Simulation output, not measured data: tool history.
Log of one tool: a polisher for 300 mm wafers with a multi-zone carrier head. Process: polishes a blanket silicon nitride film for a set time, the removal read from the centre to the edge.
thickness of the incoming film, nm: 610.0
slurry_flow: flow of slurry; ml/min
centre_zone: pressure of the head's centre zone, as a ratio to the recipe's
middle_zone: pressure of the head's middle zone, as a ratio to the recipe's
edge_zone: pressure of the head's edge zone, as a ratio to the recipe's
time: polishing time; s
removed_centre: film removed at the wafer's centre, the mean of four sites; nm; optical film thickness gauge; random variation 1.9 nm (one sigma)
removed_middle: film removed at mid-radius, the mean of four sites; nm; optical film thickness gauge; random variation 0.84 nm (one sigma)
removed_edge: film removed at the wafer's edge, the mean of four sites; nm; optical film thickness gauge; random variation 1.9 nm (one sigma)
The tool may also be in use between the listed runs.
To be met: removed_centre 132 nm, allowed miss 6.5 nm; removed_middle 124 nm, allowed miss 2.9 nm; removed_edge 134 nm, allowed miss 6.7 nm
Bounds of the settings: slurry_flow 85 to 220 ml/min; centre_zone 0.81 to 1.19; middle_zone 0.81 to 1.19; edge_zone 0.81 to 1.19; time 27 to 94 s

{"run": 1, "hour": 0.0, "slurry_flow": 140, "centre_zone": 1, "middle_zone": 1, "edge_zone": 1, "time": 60, "removed_centre": 96.622, "removed_middle": 96.336, "removed_edge": 93.38}
{"run": 2, "hour": 4.2, "slurry_flow": 145, "centre_zone": 1.01, "middle_zone": 0.99, "edge_zone": 1.04, "time": 63, "removed_centre": 100.3, "removed_middle": 100.78, "removed_edge": 100.37}
{"run": 3, "hour": 7.7, "slurry_flow": 145, "centre_zone": 1.01, "middle_zone": 0.92, "edge_zone": 1.04, "time": 63, "removed_centre": 103.18, "removed_middle": 95.944, "removed_edge": 102.52}
{"run": 4, "hour": 16.4, "slurry_flow": 145, "centre_zone": 1.01, "middle_zone": 0.89, "edge_zone": 1.04, "time": 63, "removed_centre": 103.67, "removed_middle": 92.442, "removed_edge": 101.59}
{"run": 5, "hour": 24.4, "slurry_flow": 155, "centre_zone": 1.02, "middle_zone": 0.91, "edge_zone": 1.07, "time": 65, "removed_centre": 110.12, "removed_middle": 98.235, "removed_edge": 107.8}
{"run": 6, "hour": 31.1, "slurry_flow": 155, "centre_zone": 1.02, "middle_zone": 0.91, "edge_zone": 1, "time": 65, "removed_centre": 109.36, "removed_middle": 97.539, "removed_edge": 102.16}
{"run": 7, "hour": 33.3, "slurry_flow": 160, "centre_zone": 1.03, "middle_zone": 0.93, "edge_zone": 1.04, "time": 67, "removed_centre": 115.72, "removed_middle": 103.9, "removed_edge": 108.69}
{"run": 8, "hour": 37.2, "slurry_flow": 165, "centre_zone": 1.03, "middle_zone": 0.94, "edge_zone": 1.07, "time": 69, "removed_centre": 118.83, "removed_middle": 109.47, "removed_edge": 114.8}
{"run": 9, "hour": 42.0, "slurry_flow": 205, "centre_zone": 1.06, "middle_zone": 0.96, "edge_zone": 1.17, "time": 73, "removed_centre": 133.61, "removed_middle": 120.49, "removed_edge": 127.41}

Which of these 5 next moves meets every target?
{"run": "A", "hour": 46.8, "slurry_flow": 180, "centre_zone": 1.06, "middle_zone": 0.81, "edge_zone": 1.19, "time": 84, "removed_centre": "?", "removed_middle": "?", "removed_edge": "?"}
{"run": "B", "hour": 46.8, "slurry_flow": 180, "centre_zone": 1.02, "middle_zone": 0.95, "edge_zone": 1.16, "time": 77, "removed_centre": "?", "removed_middle": "?", "removed_edge": "?"}
{"run": "C", "hour": 46.8, "slurry_flow": 200, "centre_zone": 1.07, "middle_zone": 1.02, "edge_zone": 1.12, "time": 71, "removed_centre": "?", "removed_middle": "?", "removed_edge": "?"}
{"run": "D", "hour": 46.8, "slurry_flow": 195, "centre_zone": 1.05, "middle_zone": 0.94, "edge_zone": 1.13, "time": 72, "removed_centre": "?", "removed_middle": "?", "removed_edge": "?"}
{"run": "E", "hour": 46.8, "slurry_flow": 160, "centre_zone": 0.87, "middle_zone": 0.91, "edge_zone": 1.19, "time": 77, "removed_centre": "?", "removed_middle": "?", "removed_edge": "?"}

move=A removed_centre=146.68 removed_middle=118.28 removed_edge=147
move=B removed_centre=130.2 removed_middle=123.71 removed_edge=133.07
move=C removed_centre=127.47 removed_middle=123.06 removed_edge=122.3
move=D removed_centre=126.57 removed_middle=116.08 removed_edge=124.26
move=E removed_centre=111.17 removed_middle=117.03 removed_edge=132.59
A: further off than the last run
B: meets every target
C: brings the result that was furthest off to its target, and leaves another outside
D: further off than the last run
E: further off than the last run
The right move is B.
